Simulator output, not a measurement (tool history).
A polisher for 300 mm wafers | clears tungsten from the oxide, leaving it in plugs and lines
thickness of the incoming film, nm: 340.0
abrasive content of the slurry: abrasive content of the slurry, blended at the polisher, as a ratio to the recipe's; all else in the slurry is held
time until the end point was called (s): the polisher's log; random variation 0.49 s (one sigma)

| run | day | flow of slurry (ml/min) | pressure of the wafer on the pad (psi) | speed of the pad under the wafer (m/s) | abrasive content of the slurry | overpolish time after the end point (s) | time until the end point was called (s) |
|---|---|---|---|---|---|---|---|
| 1 | 0.000 | 220 | 3.7 | 1.26 | 1.0 | 8 | 65.971 |
| 2 | 0.092 | 220 | 3.7 | 1.26 | 1.0 | 8 | 65.546 |
| 3 | 0.250 | 220 | 3.9 | 1.26 | 1.0 | 8 | 62.674 |
| 4 | 0.417 | 220 | 4.1 | 1.26 | 1.0 | 8 | 59.959 |
| 5 | 0.508 | 220 | 4.1 | 1.02 | 1.0 | 8 | 73.642 |
| 6 | 0.633 | 220 | 4.4 | 1.02 | 1.0 | 8 | 71.311 |
| 7 | 0.929 | 220 | 4.8 | 1.04 | 1.0 | 8 | 64.396 |
| 8 | 1.021 | 220 | 5.1 | 1.04 | 1.0 | 8 | 61.111 |
| 9 | 1.046 | 220 | 5.3 | 1.04 | 1.0 | 8 | 57.988 |
| 10 | 1.375 | 220 | 5.4 | 1.04 | 1.0 | 8 | 57.417 |
| 11 | 1.571 | 220 | 5.5 | 1.04 | 1.0 | 8 | 57.255 |
| 12 | 1.875 | 220 | 5.6 | 1.06 | 1.0 | 8 | 54.847 |

Forecast run 13:
| 13 | 2.058 | 220 | 5.7 | 1.06 | 1.0 | 8 | ? |

Run 13 gave time until the end point was called (s) 54.728.
